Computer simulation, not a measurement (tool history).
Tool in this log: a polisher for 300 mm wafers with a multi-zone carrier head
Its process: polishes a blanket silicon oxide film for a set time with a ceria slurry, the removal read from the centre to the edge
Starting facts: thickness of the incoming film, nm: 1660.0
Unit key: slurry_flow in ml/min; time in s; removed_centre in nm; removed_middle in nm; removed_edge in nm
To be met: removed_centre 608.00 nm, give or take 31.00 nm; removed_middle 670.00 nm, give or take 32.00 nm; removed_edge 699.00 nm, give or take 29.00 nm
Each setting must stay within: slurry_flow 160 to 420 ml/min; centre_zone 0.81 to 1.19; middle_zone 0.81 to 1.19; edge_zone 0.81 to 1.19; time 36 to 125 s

run  hour  slurry_flow  centre_zone  middle_zone  edge_zone  time  removed_centre  removed_middle  removed_edge
  1   0.0          270         1.00         1.00       1.00    80          521.54          525.91        534.02
  2   2.0          270         0.99         1.01       1.02    83          542.94          556.95        552.81
  3   6.3          270         0.97         1.00       1.03    86          537.26          576.93        560.63
  4  10.5          270         0.97         0.91       1.03    86          545.98          534.90        579.04
  5  12.2          270         0.97         0.86       1.03    86          539.45          506.55        577.57
  6  18.4          200         0.97         0.86       1.03    86          527.47          495.90        556.97
  7  23.8          210         0.96         0.88       1.05    88          542.25          506.03        578.33
  8  25.1          185         0.86         0.98       1.03   108          566.75          670.12        699.71

Of the 5 settings listed for the next run, only one would bring every result within its allowed miss of target. Which one?
  A  26.4          180         0.81         1.01       1.00   108               ?               ?             ?
  B  26.4          165         0.82         0.95       1.01   109               ?               ?             ?
  C  26.4          160         0.87         1.03       1.02   105               ?               ?             ?
  D  26.4          245         0.99         1.02       0.99   104               ?               ?             ?
  E  26.4          160         0.92         0.99       1.05   108               ?               ?             ?

move  removed_centre  removed_middle  removed_edge
   A          547.87          693.99        686.59
   B          552.11          657.22        690.42
   C          562.10          674.55        665.15
   D          673.14          698.69        676.63
   E          611.50          670.77        693.60
A: lands further from the targets than the last run did
B: lands further from the targets than the last run did
C: lands further from the targets than the last run did
D: moves the result that the last run missed by most past its target, out the other side
E: in spec on every target
Move E is the one to make.
